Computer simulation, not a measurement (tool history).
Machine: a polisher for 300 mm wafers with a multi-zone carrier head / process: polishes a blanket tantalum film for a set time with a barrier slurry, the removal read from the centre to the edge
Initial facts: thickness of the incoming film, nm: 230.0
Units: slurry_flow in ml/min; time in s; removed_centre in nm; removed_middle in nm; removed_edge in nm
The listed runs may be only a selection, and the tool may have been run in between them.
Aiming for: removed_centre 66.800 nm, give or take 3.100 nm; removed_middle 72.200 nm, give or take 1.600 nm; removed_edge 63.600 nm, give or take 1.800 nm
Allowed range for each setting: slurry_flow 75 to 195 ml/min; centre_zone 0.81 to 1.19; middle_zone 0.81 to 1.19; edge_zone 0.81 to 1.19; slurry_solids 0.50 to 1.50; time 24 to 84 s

run,hour,slurry_flow,centre_zone,middle_zone,edge_zone,slurry_solids,time,removed_centre,removed_middle,removed_edge
1,0.0,125,1.00,1.00,1.00,1.00,54,43.820,42.983,42.487
2,6.8,125,1.00,1.00,1.04,1.00,54,43.449,43.423,43.452
3,10.3,125,1.00,0.92,1.04,1.00,54,43.112,40.553,44.535
4,16.0,140,1.01,0.98,1.07,1.15,56,47.237,45.572,48.050
5,19.4,170,1.01,0.98,1.07,1.15,56,49.895,47.416,49.626
6,21.2,175,1.01,1.03,1.07,1.25,59,52.072,53.423,52.323
7,29.7,190,1.11,1.13,1.13,1.50,69,71.752,70.677,66.320
8,31.6,190,1.10,1.14,1.12,1.50,69,68.978,71.178,66.052

Which of these 4 next moves meets every target?
A,33.5,180,1.00,1.13,1.12,1.50,67,?,?,?
B,33.5,195,1.19,1.19,1.10,1.35,68,?,?,?
C,33.5,185,1.06,1.17,1.07,1.50,69,?,?,?
D,33.5,175,0.96,1.16,1.14,1.50,66,?,?,?

move,removed_centre,removed_middle,removed_edge
A,62.436,68.155,63.746
B,72.736,71.663,63.325
C,67.771,72.593,64.299
D,59.232,68.403,63.155
A: gets the furthest-off result to its target, but another result is out of tolerance
B: gets the furthest-off result to its target, but another result is out of tolerance
C: every result within its allowed miss
D: gets the furthest-off result to its target, but another result is out of tolerance
C is the move that brings every result within its allowed miss.

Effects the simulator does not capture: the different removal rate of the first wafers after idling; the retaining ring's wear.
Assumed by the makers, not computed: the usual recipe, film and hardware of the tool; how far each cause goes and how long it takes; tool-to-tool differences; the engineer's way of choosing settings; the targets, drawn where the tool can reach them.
